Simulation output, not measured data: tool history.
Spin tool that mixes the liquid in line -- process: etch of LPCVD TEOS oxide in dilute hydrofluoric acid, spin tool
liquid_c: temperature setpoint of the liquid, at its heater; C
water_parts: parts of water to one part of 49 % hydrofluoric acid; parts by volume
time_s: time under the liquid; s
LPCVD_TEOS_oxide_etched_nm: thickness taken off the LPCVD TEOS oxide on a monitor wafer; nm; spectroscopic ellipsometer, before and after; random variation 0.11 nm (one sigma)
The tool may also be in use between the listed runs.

| run | hour | liquid_c | water_parts | time_s | LPCVD_TEOS_oxide_etched_nm |
|---|---|---|---|---|---|
| 1 | 0.0 | 22.0 | 55 | 15 | 10.798 |
| 2 | 0.9 | 24.5 | 50 | 15 | 13.287 |
| 3 | 7.1 | 26.0 | 50 | 15 | 14.152 |
| 4 | 10.9 | 26.0 | 30 | 15 | 24.086 |
| 5 | 19.3 | 29.0 | 30 | 15 | 26.827 |
| 6 | 26.9 | 26.0 | 30 | 15 | 24.182 |
| 7 | 33.9 | 23.5 | 30 | 15 | 21.800 |

Run 8 comes next. What will it give?
| 8 | 41.2 | 22.0 | 30 | 15 | ? |

LPCVD_TEOS_oxide_etched_nm: 20.465 nm
